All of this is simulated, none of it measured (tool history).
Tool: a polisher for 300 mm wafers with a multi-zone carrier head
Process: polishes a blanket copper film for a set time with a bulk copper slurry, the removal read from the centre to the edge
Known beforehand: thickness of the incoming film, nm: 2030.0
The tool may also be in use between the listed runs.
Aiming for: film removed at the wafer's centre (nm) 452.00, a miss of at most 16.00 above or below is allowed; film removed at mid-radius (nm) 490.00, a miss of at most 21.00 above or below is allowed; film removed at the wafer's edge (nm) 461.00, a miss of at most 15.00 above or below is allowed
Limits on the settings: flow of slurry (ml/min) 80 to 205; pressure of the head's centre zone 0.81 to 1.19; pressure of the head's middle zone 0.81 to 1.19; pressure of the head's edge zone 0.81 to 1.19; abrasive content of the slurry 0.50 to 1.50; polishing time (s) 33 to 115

| run | hour | flow of slurry (ml/min) | pressure of the head's centre zone | pressure of the head's middle zone | pressure of the head's edge zone | abrasive content of the slurry | polishing time (s) | film removed at the wafer's centre (nm) | film removed at mid-radius (nm) | film removed at the wafer's edge (nm) |
|---|---|---|---|---|---|---|---|---|---|---|
| 1 | 0.0 | 135 | 1.00 | 1.00 | 1.00 | 1.00 | 73 | 647.79 | 640.64 | 635.40 |
| 2 | 7.3 | 135 | 0.95 | 1.00 | 1.00 | 1.00 | 73 | 605.70 | 649.32 | 651.08 |
| 3 | 11.8 | 130 | 0.95 | 1.00 | 0.98 | 0.95 | 72 | 603.05 | 621.03 | 618.67 |
| 4 | 13.9 | 130 | 0.94 | 1.01 | 0.97 | 0.90 | 71 | 573.39 | 594.23 | 599.51 |
| 5 | 14.9 | 130 | 0.94 | 1.01 | 1.01 | 0.90 | 71 | 568.79 | 614.65 | 606.09 |
| 6 | 22.4 | 130 | 0.94 | 1.01 | 0.98 | 0.90 | 71 | 571.89 | 613.75 | 594.98 |
| 7 | 27.7 | 125 | 0.93 | 1.01 | 0.97 | 0.85 | 71 | 549.47 | 588.09 | 580.77 |
| 8 | 28.6 | 120 | 0.93 | 1.01 | 0.96 | 0.80 | 71 | 528.19 | 584.92 | 559.37 |

Pick the move, out of 4, that brings all results within their allowed miss; only one does.
| A | 29.5 | 100 | 1.02 | 1.15 | 0.86 | 0.70 | 60 | ? | ? | ? |
| B | 29.5 | 120 | 0.94 | 0.96 | 0.89 | 0.85 | 87 | ? | ? | ? |
| C | 29.5 | 110 | 0.96 | 1.05 | 0.91 | 0.65 | 64 | ? | ? | ? |
| D | 29.5 | 135 | 0.84 | 0.82 | 1.04 | 1.10 | 79 | ? | ? | ? |

| move | film removed at the wafer's centre (nm) | film removed at mid-radius (nm) | film removed at the wafer's edge (nm) |
|---|---|---|---|
| A | 438.94 | 477.56 | 418.53 |
| B | 669.27 | 687.70 | 679.19 |
| C | 449.39 | 482.34 | 457.04 |
| D | 615.41 | 627.58 | 730.56 |
A: takes the result that was furthest off past its target
B: further off than the last run
C: every result lands within tolerance
D: further off than the last run
So the answer is move C, the one that meets all the targets.

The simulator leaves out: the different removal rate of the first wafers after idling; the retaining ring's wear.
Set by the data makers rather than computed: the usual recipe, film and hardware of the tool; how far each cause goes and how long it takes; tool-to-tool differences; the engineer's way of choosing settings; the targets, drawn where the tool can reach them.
